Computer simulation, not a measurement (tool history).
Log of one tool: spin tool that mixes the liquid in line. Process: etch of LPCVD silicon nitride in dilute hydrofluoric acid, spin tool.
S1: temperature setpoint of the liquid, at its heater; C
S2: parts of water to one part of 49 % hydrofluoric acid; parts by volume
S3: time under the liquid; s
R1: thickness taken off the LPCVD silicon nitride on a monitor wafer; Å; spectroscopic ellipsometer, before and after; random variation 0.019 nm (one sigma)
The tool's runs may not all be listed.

run,day,S1,S2,S3,R1
1,0,23,45,290,28.216
2,0.308,24.5,45,290,31.254
3,0.621,26,45,290,34.322
4,0.762,26,55,290,28.962
5,0.975,23.5,55,290,24.563
6,1.308,22,55,290,21.455
7,1.446,20.5,55,290,19.906

The next listed run, before its measurement:
8,1.625,19.5,55,290,?

R1: 18.246 Å
